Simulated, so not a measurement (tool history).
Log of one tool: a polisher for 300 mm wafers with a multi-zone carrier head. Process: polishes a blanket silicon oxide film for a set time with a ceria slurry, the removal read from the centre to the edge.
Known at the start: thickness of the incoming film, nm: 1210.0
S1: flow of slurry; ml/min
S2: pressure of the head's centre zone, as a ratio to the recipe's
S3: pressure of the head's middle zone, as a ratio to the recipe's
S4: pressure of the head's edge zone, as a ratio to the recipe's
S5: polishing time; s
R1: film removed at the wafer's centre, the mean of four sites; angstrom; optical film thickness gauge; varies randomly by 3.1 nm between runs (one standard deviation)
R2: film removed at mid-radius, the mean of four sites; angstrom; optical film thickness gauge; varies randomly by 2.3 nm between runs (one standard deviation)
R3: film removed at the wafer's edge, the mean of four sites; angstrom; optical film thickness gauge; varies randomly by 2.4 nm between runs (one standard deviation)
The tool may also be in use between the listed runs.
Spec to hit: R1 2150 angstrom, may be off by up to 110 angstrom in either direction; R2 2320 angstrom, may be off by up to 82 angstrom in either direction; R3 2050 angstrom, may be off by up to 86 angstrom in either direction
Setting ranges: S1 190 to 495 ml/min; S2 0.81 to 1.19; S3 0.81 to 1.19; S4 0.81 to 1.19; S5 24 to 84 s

{"run": 1, "hour": 0.0, "S1": 320, "S2": 1, "S3": 1, "S4": 1, "S5": 54, "R1": 3292.8, "R2": 3505.2, "R3": 3302.8}
{"run": 2, "hour": 2.9, "S1": 320, "S2": 1, "S3": 1, "S4": 1.07, "S5": 54, "R1": 3274.3, "R2": 3465.6, "R3": 3380.8}
{"run": 3, "hour": 7.2, "S1": 320, "S2": 1.01, "S3": 1.01, "S4": 1.03, "S5": 47, "R1": 2896.1, "R2": 3015.2, "R3": 2880.3}
{"run": 4, "hour": 11.5, "S1": 290, "S2": 1.01, "S3": 1.01, "S4": 1.03, "S5": 47, "R1": 2865.3, "R2": 2956, "R3": 2836.1}
{"run": 5, "hour": 13.2, "S1": 360, "S2": 1.01, "S3": 1.01, "S4": 1.03, "S5": 47, "R1": 3029.1, "R2": 2978.7, "R3": 2879.3}
{"run": 6, "hour": 21.5, "S1": 345, "S2": 0.99, "S3": 1.03, "S4": 1, "S5": 43, "R1": 2610.5, "R2": 2786.8, "R3": 2629.7}
{"run": 7, "hour": 28.4, "S1": 375, "S2": 1.04, "S3": 1.04, "S4": 0.9, "S5": 31, "R1": 1998.8, "R2": 2054.7, "R3": 1827.9}
{"run": 8, "hour": 32.4, "S1": 375, "S2": 1.04, "S3": 1.06, "S4": 0.93, "S5": 31, "R1": 1972.3, "R2": 2060.4, "R3": 1854.9}
{"run": 9, "hour": 33.1, "S1": 375, "S2": 1.04, "S3": 1.07, "S4": 0.94, "S5": 32, "R1": 2103.1, "R2": 2180.3, "R3": 1880.8}
{"run": 10, "hour": 40.0, "S1": 375, "S2": 1.03, "S3": 1.07, "S4": 0.96, "S5": 32, "R1": 2002, "R2": 2167.6, "R3": 1932.3}
{"run": 11, "hour": 47.3, "S1": 375, "S2": 1.04, "S3": 1.07, "S4": 0.97, "S5": 33, "R1": 2110.7, "R2": 2240.3, "R3": 1985.2}
{"run": 12, "hour": 51.8, "S1": 375, "S2": 1.04, "S3": 1.07, "S4": 0.98, "S5": 33, "R1": 2115.7, "R2": 2215.6, "R3": 2013.3}

Consider the 4 candidate settings below. Which is the only one whose results all fall within their allowed miss of target?
{"run": "A", "hour": 56.3, "S1": 280, "S2": 1.01, "S3": 1.06, "S4": 0.92, "S5": 35, "R1": "?", "R2": "?", "R3": "?"}
{"run": "B", "hour": 56.3, "S1": 455, "S2": 1.08, "S3": 0.97, "S4": 1.04, "S5": 32, "R1": "?", "R2": "?", "R3": "?"}
{"run": "C", "hour": 56.3, "S1": 450, "S2": 0.96, "S3": 1.01, "S4": 1.06, "S5": 32, "R1": "?", "R2": "?", "R3": "?"}
{"run": "D", "hour": 56.3, "S1": 320, "S2": 0.95, "S3": 1.06, "S4": 0.95, "S5": 34, "R1": "?", "R2": "?", "R3": "?"}

move=A R1=2154.6 R2=2270.8 R3=2054.5
move=B R1=2182.6 R2=1988.5 R3=1996.3
move=C R1=1937.5 R2=2057.3 R3=2005.7
move=D R1=1989.1 R2=2228.3 R3=2028.6
A: all results land within tolerance of their targets
B: further off than the last run
C: further off than the last run
D: further off than the last run
A is the move that brings every result within its allowed miss.
